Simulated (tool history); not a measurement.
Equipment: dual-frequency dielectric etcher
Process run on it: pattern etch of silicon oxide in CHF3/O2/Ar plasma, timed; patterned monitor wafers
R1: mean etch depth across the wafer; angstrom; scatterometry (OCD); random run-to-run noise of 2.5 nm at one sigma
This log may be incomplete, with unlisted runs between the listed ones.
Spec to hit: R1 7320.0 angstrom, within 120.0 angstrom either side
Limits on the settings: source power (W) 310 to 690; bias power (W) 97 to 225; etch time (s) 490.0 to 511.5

run 1 hour=0.0 | source_power_(W)=500 bias_power_(W)=161 etch_time_(s)=490.0 | R1=8669.3
run 2 hour=1.8 | source_power_(W)=410 bias_power_(W)=161 etch_time_(s)=490.0 | R1=7917.6
run 3 hour=7.2 | source_power_(W)=440 bias_power_(W)=161 etch_time_(s)=490.0 | R1=8247.9
run 4 hour=11.1 | source_power_(W)=420 bias_power_(W)=160 etch_time_(s)=490.0 | R1=7979.8
run 5 hour=14.9 | source_power_(W)=420 bias_power_(W)=177 etch_time_(s)=490.0 | R1=8187.8
run 6 hour=17.9 | source_power_(W)=400 bias_power_(W)=176 etch_time_(s)=490.0 | R1=7964.1
run 7 hour=20.5 | source_power_(W)=390 bias_power_(W)=175 etch_time_(s)=490.0 | R1=7929.1
run 8 hour=26.3 | source_power_(W)=380 bias_power_(W)=174 etch_time_(s)=490.0 | R1=7789.2
run 9 hour=29.1 | source_power_(W)=370 bias_power_(W)=173 etch_time_(s)=490.0 | R1=7736.6
run 10 hour=30.0 | source_power_(W)=360 bias_power_(W)=172 etch_time_(s)=490.0 | R1=7618.9
run 11 hour=36.4 | source_power_(W)=360 bias_power_(W)=172 etch_time_(s)=490.0 | R1=7605.3
run 12 hour=38.1 | source_power_(W)=350 bias_power_(W)=172 etch_time_(s)=490.0 | R1=7523.2

Consider the 4 candidate settings below. Which is the only one whose results all fall within their allowed miss of target?
run A hour=39.8 | source_power_(W)=310 bias_power_(W)=195 etch_time_(s)=495.5 | R1=?
run B hour=39.8 | source_power_(W)=320 bias_power_(W)=184 etch_time_(s)=510.0 | R1=?
run C hour=39.8 | source_power_(W)=360 bias_power_(W)=154 etch_time_(s)=502.0 | R1=?
run D hour=39.8 | source_power_(W)=360 bias_power_(W)=150 etch_time_(s)=503.5 | R1=?

move=A R1=7355.3
move=B R1=7586.0
move=C R1=7600.6
move=D R1=7583.4
A: every result lands within tolerance
B: the biggest miss grows against the last run
C: the biggest miss grows against the last run
D: the biggest miss grows against the last run
Move A is the one to make.
